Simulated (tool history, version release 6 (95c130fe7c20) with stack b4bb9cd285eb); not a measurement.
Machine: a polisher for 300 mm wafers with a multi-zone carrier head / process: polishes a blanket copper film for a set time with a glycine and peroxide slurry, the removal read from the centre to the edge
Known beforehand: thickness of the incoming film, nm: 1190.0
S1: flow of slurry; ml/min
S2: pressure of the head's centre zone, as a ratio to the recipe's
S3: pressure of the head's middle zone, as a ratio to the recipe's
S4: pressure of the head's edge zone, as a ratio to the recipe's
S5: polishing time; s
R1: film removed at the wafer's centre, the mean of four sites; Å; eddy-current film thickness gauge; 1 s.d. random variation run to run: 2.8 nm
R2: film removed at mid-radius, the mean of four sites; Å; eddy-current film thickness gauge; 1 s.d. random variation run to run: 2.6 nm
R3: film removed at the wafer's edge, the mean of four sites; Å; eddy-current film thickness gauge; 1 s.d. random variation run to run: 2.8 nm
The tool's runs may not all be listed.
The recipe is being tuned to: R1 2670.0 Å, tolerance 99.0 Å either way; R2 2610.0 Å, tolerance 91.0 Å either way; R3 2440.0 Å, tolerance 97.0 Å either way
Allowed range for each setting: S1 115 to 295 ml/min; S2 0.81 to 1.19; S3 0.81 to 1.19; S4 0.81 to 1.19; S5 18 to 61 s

Run 1, hour 0.0: S1 190 ml/min, S2 1.00, S3 1.00, S4 1.00, S5 39 s. Result: R1 1999.2 Å, R2 1954.7 Å, R3 1956.7 Å.
Run 2, hour 8.4: S1 225 ml/min, S2 1.00, S3 1.00, S4 1.00, S5 39 s. Result: R1 2067.9 Å, R2 2046.1 Å, R3 2004.0 Å.
Run 3, hour 12.5: S1 225 ml/min, S2 0.96, S3 1.00, S4 1.00, S5 39 s. Result: R1 1969.5 Å, R2 2009.1 Å, R3 2016.0 Å.
Run 4, hour 20.5: S1 230 ml/min, S2 0.98, S3 1.01, S4 1.01, S5 40 s. Result: R1 2098.1 Å, R2 2122.2 Å, R3 2071.0 Å.
Run 5, hour 22.1: S1 230 ml/min, S2 0.98, S3 1.01, S4 1.01, S5 32 s. Result: R1 1664.7 Å, R2 1686.4 Å, R3 1651.3 Å.
Run 6, hour 29.3: S1 230 ml/min, S2 0.99, S3 1.02, S4 1.02, S5 34 s. Result: R1 1760.2 Å, R2 1823.2 Å, R3 1723.2 Å.
Run 7, hour 37.3: S1 255 ml/min, S2 1.09, S3 0.99, S4 1.12, S5 45 s. Result: R1 2586.2 Å, R2 2335.0 Å, R3 2445.0 Å.
Run 8, hour 41.7: S1 260 ml/min, S2 1.09, S3 1.00, S4 1.12, S5 45 s. Result: R1 2646.1 Å, R2 2359.6 Å, R3 2451.7 Å.
Run 9, hour 49.7: S1 260 ml/min, S2 1.09, S3 1.01, S4 1.12, S5 45 s. Result: R1 2657.0 Å, R2 2421.7 Å, R3 2455.9 Å.
Run 10, hour 56.0: S1 265 ml/min, S2 1.09, S3 1.02, S4 1.12, S5 45 s. Result: R1 2644.5 Å, R2 2461.9 Å, R3 2471.8 Å.
Run 11, hour 58.8: S1 270 ml/min, S2 1.09, S3 1.03, S4 1.12, S5 45 s. Result: R1 2659.3 Å, R2 2461.6 Å, R3 2388.2 Å.

Pick the move, out of 4, that brings all results within their allowed miss; only one does.
Run A, hour 61.6: S1 275 ml/min, S2 1.10, S3 1.03, S4 1.19, S5 43 s. Result: R1 ?, R2 ?, R3 ?.
Run B, hour 61.6: S1 245 ml/min, S2 1.14, S3 0.95, S4 1.11, S5 49 s. Result: R1 ?, R2 ?, R3 ?.
Run C, hour 61.6: S1 255 ml/min, S2 1.07, S3 1.07, S4 1.06, S5 46 s. Result: R1 ?, R2 ?, R3 ?.
Run D, hour 61.6: S1 285 ml/min, S2 1.15, S3 1.05, S4 1.07, S5 43 s. Result: R1 ?, R2 ?, R3 ?.

move      R1      R2      R3
   A  2571.9  2311.8  2410.0
   B  2999.8  2435.1  2639.2
   C  2655.6  2536.7  2429.4
   D  2699.7  2357.0  2299.1
A: the biggest miss grows against the last run
B: the biggest miss grows against the last run
C: every result lands within tolerance
D: the biggest miss grows against the last run
C meets every target.
